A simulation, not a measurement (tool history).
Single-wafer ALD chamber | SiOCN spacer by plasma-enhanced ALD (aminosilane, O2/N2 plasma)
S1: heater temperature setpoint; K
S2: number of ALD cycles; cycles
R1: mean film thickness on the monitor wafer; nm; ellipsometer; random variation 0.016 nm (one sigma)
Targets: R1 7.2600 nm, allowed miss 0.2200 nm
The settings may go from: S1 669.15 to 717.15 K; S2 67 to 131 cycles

run	hour	S1	S2	R1
1	0.0	693.15	99	5.4926
2	5.4	702.15	99	5.3190
3	10.1	700.15	103	5.5750
4	14.2	700.15	89	4.8087
5	15.1	711.15	89	4.6178
6	19.0	711.15	82	4.2644
7	20.0	708.15	88	4.6329
8	23.1	706.15	94	4.9912
9	28.8	705.15	99	5.2691
10	33.3	703.15	103	5.5130
11	38.8	693.15	119	6.6145
12	43.1	692.15	120	6.6963
13	51.3	691.15	121	6.7701
14	57.1	690.15	122	6.8414
15	63.7	690.15	123	6.9030
16	68.4	690.15	124	6.9544
17	74.8	690.15	125	7.0351

Which of these 4 next moves meets every target?
A	81.2	687.15	129	?
B	81.2	694.15	122	?
C	81.2	698.15	124	?
D	81.2	690.15	121	?

move	R1
A	7.3404
B	6.7691
C	6.7796
D	6.8117
A: meets every target
B: further off than the last run
C: further off than the last run
D: further off than the last run
The right move is A.

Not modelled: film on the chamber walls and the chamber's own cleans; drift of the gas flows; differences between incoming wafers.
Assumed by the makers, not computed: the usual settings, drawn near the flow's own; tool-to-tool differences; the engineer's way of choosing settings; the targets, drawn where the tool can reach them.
